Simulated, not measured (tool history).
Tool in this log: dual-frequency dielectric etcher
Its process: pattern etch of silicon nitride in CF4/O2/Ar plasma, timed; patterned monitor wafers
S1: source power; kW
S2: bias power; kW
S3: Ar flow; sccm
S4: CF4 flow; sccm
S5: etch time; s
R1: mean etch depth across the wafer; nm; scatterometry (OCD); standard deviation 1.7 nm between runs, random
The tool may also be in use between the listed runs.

run  hour     S1     S2  S3  S4     S5      R1
  1   0.0  0.580  0.063  82  82  161.5  387.63
  2   6.0  0.560  0.063  82  82  161.5  379.41
  3   7.4  0.540  0.063  82  82  161.5  369.82
  4  13.4  0.540  0.063  92  82  161.5  362.14
  5  20.5  0.590  0.063  92  82  161.5  385.73
  6  27.6  0.590  0.063  92  82  169.0  401.79

Run 7 has not been measured yet. What should we expect?
  7  29.7  0.550  0.063  92  82  169.0   ?

For run 7 the tool returned R1 384.05 nm.

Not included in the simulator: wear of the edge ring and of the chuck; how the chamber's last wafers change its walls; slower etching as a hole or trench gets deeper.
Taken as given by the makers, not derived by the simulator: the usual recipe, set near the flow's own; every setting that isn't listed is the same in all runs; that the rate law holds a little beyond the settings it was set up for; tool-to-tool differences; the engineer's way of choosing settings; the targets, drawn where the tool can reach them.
